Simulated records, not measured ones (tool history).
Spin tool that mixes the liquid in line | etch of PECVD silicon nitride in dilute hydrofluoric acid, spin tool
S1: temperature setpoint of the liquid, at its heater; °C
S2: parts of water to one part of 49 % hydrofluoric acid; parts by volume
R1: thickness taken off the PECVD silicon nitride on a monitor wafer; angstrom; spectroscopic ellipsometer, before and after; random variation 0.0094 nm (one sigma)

{"run": 1, "day": 0.0, "S1": 22, "S2": 75, "time under the liquid (s)": 35, "R1": 9.0243}
{"run": 2, "day": 0.296, "S1": 22, "S2": 100, "time under the liquid (s)": 35, "R1": 6.8797}
{"run": 3, "day": 0.583, "S1": 20, "S2": 100, "time under the liquid (s)": 35, "R1": 6.0144}
{"run": 4, "day": 0.929, "S1": 20, "S2": 100, "time under the liquid (s)": 15, "R1": 2.5481}
{"run": 5, "day": 1.158, "S1": 20, "S2": 100, "time under the liquid (s)": 15, "R1": 2.521}
{"run": 6, "day": 1.192, "S1": 20, "S2": 100, "time under the liquid (s)": 15, "R1": 2.5757}
{"run": 7, "day": 1.242, "S1": 22.5, "S2": 100, "time under the liquid (s)": 15, "R1": 3.0411}

Run 8 comes next. What will it give?
{"run": 8, "day": 1.612, "S1": 26.5, "S2": 70, "time under the liquid (s)": 35, "R1": "?"}

{"run 8": {"R1": 13.171}}
